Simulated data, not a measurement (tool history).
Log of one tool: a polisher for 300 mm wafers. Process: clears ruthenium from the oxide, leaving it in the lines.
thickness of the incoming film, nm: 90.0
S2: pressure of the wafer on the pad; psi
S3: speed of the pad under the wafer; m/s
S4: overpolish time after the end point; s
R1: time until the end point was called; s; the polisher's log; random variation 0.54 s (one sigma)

Run 1, day 0: flow of slurry (ml/min) 155, S2 2.1 psi, S3 1.12 m/s, S4 16 s. Result: R1 73.125 s.
Run 2, day 0.175: flow of slurry (ml/min) 180, S2 2.1 psi, S3 1.12 m/s, S4 16 s. Result: R1 70.369 s.
Run 3, day 0.483: flow of slurry (ml/min) 180, S2 2.1 psi, S3 1.12 m/s, S4 16 s. Result: R1 67.149 s.
Run 4, day 0.762: flow of slurry (ml/min) 190, S2 2.3 psi, S3 1.14 m/s, S4 16 s. Result: R1 61.563 s.
Run 5, day 1.092: flow of slurry (ml/min) 195, S2 2.5 psi, S3 1.2 m/s, S4 16 s. Result: R1 54.192 s.
Run 6, day 1.158: flow of slurry (ml/min) 195, S2 2.5 psi, S3 1.2 m/s, S4 18 s. Result: R1 54.193 s.
Run 7, day 1.462: flow of slurry (ml/min) 200, S2 2.6 psi, S3 1.24 m/s, S4 18 s. Result: R1 49.649 s.
Run 8, day 1.675: flow of slurry (ml/min) 200, S2 2.7 psi, S3 1.28 m/s, S4 18 s. Result: R1 47.239 s.

Forecast run 9:
Run 9, day 2.038: flow of slurry (ml/min) 205, S2 2.8 psi, S3 1.32 m/s, S4 18 s. Result: R1 ?.

R1: 43.385 s

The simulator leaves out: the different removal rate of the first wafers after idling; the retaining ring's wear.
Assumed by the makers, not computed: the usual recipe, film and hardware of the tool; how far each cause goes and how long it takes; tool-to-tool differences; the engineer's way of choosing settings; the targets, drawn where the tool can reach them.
